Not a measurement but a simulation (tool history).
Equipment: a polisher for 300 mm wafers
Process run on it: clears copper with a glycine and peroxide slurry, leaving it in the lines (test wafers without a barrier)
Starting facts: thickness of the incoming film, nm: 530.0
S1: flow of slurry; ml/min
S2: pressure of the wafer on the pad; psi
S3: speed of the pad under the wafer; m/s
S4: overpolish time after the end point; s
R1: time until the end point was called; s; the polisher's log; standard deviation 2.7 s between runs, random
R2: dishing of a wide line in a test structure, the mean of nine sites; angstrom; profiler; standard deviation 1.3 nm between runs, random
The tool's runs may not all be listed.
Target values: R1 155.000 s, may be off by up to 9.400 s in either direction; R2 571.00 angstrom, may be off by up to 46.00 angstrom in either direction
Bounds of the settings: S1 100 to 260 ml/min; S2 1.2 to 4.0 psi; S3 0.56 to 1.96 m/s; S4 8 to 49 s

run 1 hour=0.0 | S1=165 S2=2.6 S3=1.26 S4=25 | R1=82.217 R2=891.27
run 2 hour=4.2 | S1=165 S2=2.2 S3=1.18 S4=25 | R1=97.553 R2=761.89
run 3 hour=9.9 | S1=165 S2=1.9 S3=1.12 S4=26 | R1=108.790 R2=682.48
run 4 hour=16.4 | S1=165 S2=2.2 S3=1.12 S4=26 | R1=101.900 R2=761.62
run 5 hour=20.3 | S1=165 S2=1.9 S3=1.06 S4=27 | R1=114.510 R2=714.04
run 6 hour=28.2 | S1=165 S2=1.7 S3=1.02 S4=27 | R1=130.900 R2=663.35
run 7 hour=28.8 | S1=165 S2=1.6 S3=1.02 S4=27 | R1=127.750 R2=632.62
run 8 hour=37.0 | S1=165 S2=1.5 S3=0.98 S4=28 | R1=139.980 R2=644.40

4 next moves are on the table. One of them brings every result within its allowed miss. Which?
run A hour=45.2 | S1=175 S2=2.1 S3=0.58 S4=27 | R1=? R2=?
run B hour=45.2 | S1=160 S2=1.4 S3=0.86 S4=35 | R1=? R2=?
run C hour=45.2 | S1=200 S2=1.7 S3=0.76 S4=35 | R1=? R2=?
run D hour=45.2 | S1=185 S2=1.2 S3=0.84 S4=36 | R1=? R2=?

move=A R1=158.610 R2=587.95
move=B R1=160.350 R2=695.22
move=C R1=150.060 R2=740.80
move=D R1=171.370 R2=672.66
A: hits every target within its allowed miss
B: the furthest-off result lands on target, but another misses its tolerance
C: the furthest-off result lands on target, but another misses its tolerance
D: carries the result that was furthest off beyond its target, to the other side
Answer: A
